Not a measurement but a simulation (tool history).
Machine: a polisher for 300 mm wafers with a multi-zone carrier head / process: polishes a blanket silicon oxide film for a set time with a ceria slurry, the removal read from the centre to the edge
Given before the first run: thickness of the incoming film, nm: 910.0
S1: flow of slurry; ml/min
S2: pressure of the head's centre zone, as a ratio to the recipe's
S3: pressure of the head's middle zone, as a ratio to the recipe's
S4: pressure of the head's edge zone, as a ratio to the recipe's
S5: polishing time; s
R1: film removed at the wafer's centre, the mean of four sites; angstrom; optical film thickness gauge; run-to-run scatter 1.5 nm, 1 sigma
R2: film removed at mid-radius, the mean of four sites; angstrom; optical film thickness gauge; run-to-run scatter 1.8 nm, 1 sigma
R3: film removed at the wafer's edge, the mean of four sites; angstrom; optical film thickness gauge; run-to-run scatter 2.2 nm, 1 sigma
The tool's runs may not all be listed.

Run 1, hour 0.0: S1 245 ml/min, S2 1.00, S3 1.00, S4 1.00, S5 31 s. Result: R1 1282.70 angstrom, R2 1281.00 angstrom, R3 1206.70 angstrom.
Run 2, hour 1.0: S1 245 ml/min, S2 1.08, S3 1.00, S4 1.00, S5 31 s. Result: R1 1383.20 angstrom, R2 1266.50 angstrom, R3 1208.50 angstrom.
Run 3, hour 7.6: S1 185 ml/min, S2 1.08, S3 1.00, S4 1.00, S5 31 s. Result: R1 1314.10 angstrom, R2 1231.30 angstrom, R3 1175.90 angstrom.
Run 4, hour 10.7: S1 185 ml/min, S2 1.08, S3 1.00, S4 0.96, S5 31 s. Result: R1 1314.20 angstrom, R2 1229.60 angstrom, R3 1123.00 angstrom.
At hour 15.3: edge zone pressure recalibrated.
Run 5, hour 15.3: S1 185 ml/min, S2 1.08, S3 1.00, S4 0.96, S5 25 s. Result: R1 1065.40 angstrom, R2 991.43 angstrom, R3 977.37 angstrom.
Run 6, hour 20.9: S1 185 ml/min, S2 1.01, S3 1.00, S4 0.96, S5 25 s. Result: R1 986.47 angstrom, R2 982.94 angstrom, R3 977.48 angstrom.
Run 7, hour 26.7: S1 200 ml/min, S2 1.01, S3 0.96, S4 1.01, S5 28 s. Result: R1 1126.10 angstrom, R2 1112.10 angstrom, R3 1128.30 angstrom.

Estimate the outcome of run 8 from the log above:
Run 8, hour 33.5: S1 215 ml/min, S2 1.03, S3 0.93, S4 1.05, S5 30 s. Result: R1 ?, R2 ?, R3 ?.

R1: 1234.30 angstrom
R2: 1168.60 angstrom
R3: 1234.80 angstrom
